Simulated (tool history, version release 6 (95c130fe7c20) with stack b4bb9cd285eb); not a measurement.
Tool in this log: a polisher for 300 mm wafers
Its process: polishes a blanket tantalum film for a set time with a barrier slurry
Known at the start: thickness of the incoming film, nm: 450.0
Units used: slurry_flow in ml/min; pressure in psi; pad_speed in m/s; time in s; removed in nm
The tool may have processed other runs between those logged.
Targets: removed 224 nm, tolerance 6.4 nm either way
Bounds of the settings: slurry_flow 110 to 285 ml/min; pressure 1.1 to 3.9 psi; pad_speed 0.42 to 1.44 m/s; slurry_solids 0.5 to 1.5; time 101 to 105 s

{"run": 1, "day": 0.0, "slurry_flow": 180, "pressure": 2.5, "pad_speed": 0.92, "slurry_solids": 1, "time": 101, "removed": 185.94}
{"run": 2, "day": 0.292, "slurry_flow": 185, "pressure": 2.6, "pad_speed": 0.92, "slurry_solids": 1, "time": 101, "removed": 193.41}
{"run": 3, "day": 0.554, "slurry_flow": 185, "pressure": 2.6, "pad_speed": 0.92, "slurry_solids": 1, "time": 101, "removed": 192.28}
{"run": 4, "day": 0.788, "slurry_flow": 185, "pressure": 2, "pad_speed": 0.92, "slurry_solids": 1, "time": 101, "removed": 148.65}
{"run": 5, "day": 1.0, "slurry_flow": 185, "pressure": 1.7, "pad_speed": 0.92, "slurry_solids": 1, "time": 101, "removed": 129.11}
{"run": 6, "day": 1.358, "slurry_flow": 190, "pressure": 1.9, "pad_speed": 0.92, "slurry_solids": 1, "time": 101, "removed": 143.94}
{"run": 7, "day": 1.596, "slurry_flow": 200, "pressure": 2.1, "pad_speed": 0.92, "slurry_solids": 1, "time": 101, "removed": 159.53}
{"run": 8, "day": 1.762, "slurry_flow": 210, "pressure": 2.2, "pad_speed": 0.92, "slurry_solids": 1, "time": 101, "removed": 169.4}

Consider the 5 candidate settings below. Which is the only one whose results all fall within their allowed miss of target?
{"run": "A", "day": 1.929, "slurry_flow": 170, "pressure": 2.6, "pad_speed": 1.06, "slurry_solids": 0.9, "time": 105, "removed": "?"}
{"run": "B", "day": 1.929, "slurry_flow": 180, "pressure": 2.3, "pad_speed": 1.1, "slurry_solids": 0.95, "time": 105, "removed": "?"}
{"run": "C", "day": 1.929, "slurry_flow": 230, "pressure": 2.8, "pad_speed": 0.96, "slurry_solids": 1.2, "time": 102, "removed": "?"}
{"run": "D", "day": 1.929, "slurry_flow": 280, "pressure": 2.4, "pad_speed": 1.04, "slurry_solids": 0.9, "time": 101, "removed": "?"}
{"run": "E", "day": 1.929, "slurry_flow": 245, "pressure": 2.6, "pad_speed": 1.12, "slurry_solids": 0.7, "time": 105, "removed": "?"}

move=A removed=219.75
move=B removed=207.47
move=C removed=235.57
move=D removed=209.44
move=E removed=233.35
A: hits every target within its allowed miss
B: closes in on the targets versus the last run, not all within tolerance yet
C: takes the biggest miss from the last run beyond its target
D: closes in on the targets versus the last run, not all within tolerance yet
E: takes the biggest miss from the last run beyond its target
A is the move that brings every result within its allowed miss.
